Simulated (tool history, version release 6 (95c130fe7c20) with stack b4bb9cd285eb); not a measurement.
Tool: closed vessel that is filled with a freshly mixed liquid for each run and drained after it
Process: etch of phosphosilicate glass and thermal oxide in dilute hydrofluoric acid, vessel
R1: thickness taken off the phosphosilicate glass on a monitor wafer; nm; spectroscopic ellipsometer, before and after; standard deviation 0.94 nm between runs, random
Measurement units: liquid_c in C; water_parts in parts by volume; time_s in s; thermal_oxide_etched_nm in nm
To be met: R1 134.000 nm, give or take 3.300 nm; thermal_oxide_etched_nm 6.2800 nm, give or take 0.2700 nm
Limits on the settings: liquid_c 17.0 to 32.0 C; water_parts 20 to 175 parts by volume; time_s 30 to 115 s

run 1 day=0.000 | liquid_c=24.0 water_parts=95 time_s=60 | R1=63.995 thermal_oxide_etched_nm=3.0191
run 2 day=0.275 | liquid_c=25.5 water_parts=90 time_s=60 | R1=72.814 thermal_oxide_etched_nm=3.3113
run 3 day=0.471 | liquid_c=22.0 water_parts=90 time_s=60 | R1=62.737 thermal_oxide_etched_nm=2.9329
run 4 day=0.754 | liquid_c=23.5 water_parts=85 time_s=60 | R1=70.899 thermal_oxide_etched_nm=3.3985
run 5 day=1.050 | liquid_c=25.0 water_parts=80 time_s=60 | R1=80.704 thermal_oxide_etched_nm=3.7461
run 6 day=1.404 | liquid_c=25.0 water_parts=80 time_s=75 | R1=101.570 thermal_oxide_etched_nm=4.7190
run 7 day=1.638 | liquid_c=26.0 water_parts=80 time_s=75 | R1=104.910 thermal_oxide_etched_nm=4.9007
run 8 day=1.921 | liquid_c=27.0 water_parts=80 time_s=75 | R1=108.140 thermal_oxide_etched_nm=5.1093
run 9 day=2.283 | liquid_c=28.0 water_parts=80 time_s=75 | R1=115.170 thermal_oxide_etched_nm=5.4481
run 10 day=2.550 | liquid_c=28.0 water_parts=80 time_s=75 | R1=113.520 thermal_oxide_etched_nm=5.4197
run 11 day=2.775 | liquid_c=28.5 water_parts=80 time_s=75 | R1=116.830 thermal_oxide_etched_nm=5.4711
run 12 day=2.938 | liquid_c=29.0 water_parts=80 time_s=75 | R1=119.120 thermal_oxide_etched_nm=5.4395

Consider the 4 candidate settings below. Which is the only one whose results all fall within their allowed miss of target?
run A day=3.100 | liquid_c=31.0 water_parts=90 time_s=90 | R1=? thermal_oxide_etched_nm=?
run B day=3.100 | liquid_c=24.0 water_parts=80 time_s=90 | R1=? thermal_oxide_etched_nm=?
run C day=3.100 | liquid_c=27.0 water_parts=100 time_s=100 | R1=? thermal_oxide_etched_nm=?
run D day=3.100 | liquid_c=30.0 water_parts=85 time_s=95 | R1=? thermal_oxide_etched_nm=?

move=A R1=134.590 thermal_oxide_etched_nm=6.3057
move=B R1=116.950 thermal_oxide_etched_nm=5.4794
move=C R1=114.010 thermal_oxide_etched_nm=5.3415
move=D R1=145.920 thermal_oxide_etched_nm=6.8363
A: in spec on every target
B: misses by more than the last run did
C: misses by more than the last run did
D: the result that was furthest off in the last run now lies on the other side of its target
Answer: A

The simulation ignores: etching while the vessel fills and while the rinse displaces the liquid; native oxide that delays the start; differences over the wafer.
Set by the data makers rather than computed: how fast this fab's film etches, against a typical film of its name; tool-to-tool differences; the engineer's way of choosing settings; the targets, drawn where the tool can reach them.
